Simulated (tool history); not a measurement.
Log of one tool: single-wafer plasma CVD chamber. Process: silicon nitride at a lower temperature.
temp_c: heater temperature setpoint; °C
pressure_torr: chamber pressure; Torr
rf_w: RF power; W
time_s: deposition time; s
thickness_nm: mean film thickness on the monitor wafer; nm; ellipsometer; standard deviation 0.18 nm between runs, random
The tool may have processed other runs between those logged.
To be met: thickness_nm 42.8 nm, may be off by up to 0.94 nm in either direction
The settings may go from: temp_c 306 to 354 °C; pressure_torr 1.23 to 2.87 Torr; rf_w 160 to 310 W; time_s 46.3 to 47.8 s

run  hour  temp_c  pressure_torr  rf_w  time_s  thickness_nm
  1     0     330           2.05   235    46.3        50.276
  2     7     323           2.05   235    46.3         50.63
  3  14.4     323           2.05   235    47.8        51.795
  4  22.7     323           2.05   205    47.8        47.854
  5  30.5     323           1.99   205    47.8        47.611
  6  32.1     323           2.26   205    47.8        48.957
  7  34.4     323            2.2   200    47.8         48.05
  8  43.1     323           2.14   200    47.8         47.45
  9  48.2     323           2.09   200    47.8        47.088
 10  57.1     323           2.04   200    47.8        46.873
 11    60     323           1.99   200    47.8         46.74
 12  66.3     323           1.95   200    47.8        46.185
 13  74.1     323           1.91   200    47.8        46.193
 14  75.4     323           1.87   200    47.8        45.779
 15    77     323           1.84   200    47.8        45.313
 16  80.5     323           1.81   200    47.8        45.169
 17    83     323           1.51   190    47.7        41.064

Exactly one of the 4 candidate moves below puts every result within its allowed miss. Which one?
  A  85.5     321           1.72   200    46.3             ?
  B  85.5     349           1.48   195    46.3             ?
  C  85.5     330           1.26   220    46.3             ?
  D  85.5     327           1.57   175    47.1             ?

move  thickness_nm
   A        43.494
   B        40.284
   C        41.329
   D        39.454
A: hits every target within its allowed miss
B: the biggest miss grows against the last run
C: closes in on the targets versus the last run, not all within tolerance yet
D: the biggest miss grows against the last run
The right move is A.
